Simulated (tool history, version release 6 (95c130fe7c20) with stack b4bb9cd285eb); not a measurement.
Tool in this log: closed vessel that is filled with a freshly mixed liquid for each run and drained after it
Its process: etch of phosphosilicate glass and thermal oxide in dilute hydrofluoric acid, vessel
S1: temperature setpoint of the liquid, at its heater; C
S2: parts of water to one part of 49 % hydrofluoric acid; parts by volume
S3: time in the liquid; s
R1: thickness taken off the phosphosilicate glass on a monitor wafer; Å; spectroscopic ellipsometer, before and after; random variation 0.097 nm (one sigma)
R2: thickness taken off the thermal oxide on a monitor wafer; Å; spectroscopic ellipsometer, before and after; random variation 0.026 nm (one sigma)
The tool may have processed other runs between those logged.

Run 1, day 0: S1 24 C, S2 255 parts by volume, S3 90 s. Result: R1 192.72 Å, R2 14.575 Å.
Run 2, day 0.129: S1 24 C, S2 255 parts by volume, S3 130 s. Result: R1 278.06 Å, R2 20.81 Å.
Run 3, day 0.417: S1 24 C, S2 300 parts by volume, S3 130 s. Result: R1 225.22 Å, R2 16.87 Å.
Run 4, day 0.521: S1 24.5 C, S2 300 parts by volume, S3 130 s. Result: R1 229.77 Å, R2 17.218 Å.
Run 5, day 0.608: S1 25 C, S2 300 parts by volume, S3 130 s. Result: R1 231.92 Å, R2 17.418 Å.
Run 6, day 0.667: S1 25 C, S2 300 parts by volume, S3 105 s. Result: R1 188.72 Å, R2 14.053 Å.
Run 7, day 0.925: S1 26 C, S2 300 parts by volume, S3 105 s. Result: R1 195.59 Å, R2 14.58 Å.
Run 8, day 1.292: S1 27 C, S2 300 parts by volume, S3 105 s. Result: R1 202.57 Å, R2 15.019 Å.
Run 9, day 1.642: S1 27.5 C, S2 300 parts by volume, S3 105 s. Result: R1 205.27 Å, R2 15.661 Å.
Run 10, day 1.842: S1 28 C, S2 300 parts by volume, S3 105 s. Result: R1 207.22 Å, R2 15.329 Å.
Run 11, day 2.062: S1 28.5 C, S2 300 parts by volume, S3 105 s. Result: R1 210.96 Å, R2 15.574 Å.

Expected results for the next run?
Run 12, day 2.183: S1 29 C, S2 300 parts by volume, S3 105 s. Result: R1 ?, R2 ?.

{"run 12": {"R1": 215.71, "R2": 16.603}}
